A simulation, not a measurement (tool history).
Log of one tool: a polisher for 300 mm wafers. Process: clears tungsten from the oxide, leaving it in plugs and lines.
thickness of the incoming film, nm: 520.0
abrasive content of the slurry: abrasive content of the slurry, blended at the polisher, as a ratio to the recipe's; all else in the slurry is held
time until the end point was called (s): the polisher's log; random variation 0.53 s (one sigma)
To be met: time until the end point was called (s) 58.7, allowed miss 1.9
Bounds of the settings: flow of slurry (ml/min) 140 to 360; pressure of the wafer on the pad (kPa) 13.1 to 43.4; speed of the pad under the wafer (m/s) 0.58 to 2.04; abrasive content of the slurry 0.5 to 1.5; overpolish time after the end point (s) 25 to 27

run    day  flow of slurry (ml/min)  pressure of the wafer on the pad (kPa)  speed of the pad under the wafer (m/s)  abrasive content of the slurry  overpolish time after the end point (s)  time until the end point was called (s)
  1      0                      230                                    28.3                                     1.3                               1                                       25                                   84.919
  2  0.367                      230                                    29.6                                     1.3                               1                                       25                                   79.624
  3  0.671                      175                                    29.6                                     1.3                               1                                       25                                   81.462
  4  0.888                      175                                      31                                     1.3                               1                                       25                                   79.138
  5  1.038                      175                                      31                                     1.3                               1                                       27                                   78.904
  6  1.292                      200                                      31                                     1.3                               1                                       27                                   77.683
  7  1.408                      200                                    32.4                                     1.3                               1                                       27                                   75.361
  8  1.775                      200                                    33.8                                     1.3                               1                                       27                                   70.887
  9  2.062                      210                                    39.3                                     1.3                               1                                       27                                   61.668

Which of these 5 next moves meets every target?
  A  2.35                      185                                    42.1                                    1.16                            0.95                                       27                                        ?
  B  2.35                      225                                    34.5                                    1.26                             1.5                                       27                                        ?
  C  2.35                      245                                    30.3                                     1.7                             0.8                                       27                                        ?
  D  2.35                      220                                    34.5                                     1.5                             1.1                                       25                                        ?
  E  2.35                      210                                    38.6                                    1.24                            0.95                                       25                                        ?

move  time until the end point was called (s)
   A                                   65.542
   B                                   62.351
   C                                   64.117
   D                                    58.05
   E                                   65.904
A: further off than the last run
B: further off than the last run
C: further off than the last run
D: meets every target
E: further off than the last run
Answer: D

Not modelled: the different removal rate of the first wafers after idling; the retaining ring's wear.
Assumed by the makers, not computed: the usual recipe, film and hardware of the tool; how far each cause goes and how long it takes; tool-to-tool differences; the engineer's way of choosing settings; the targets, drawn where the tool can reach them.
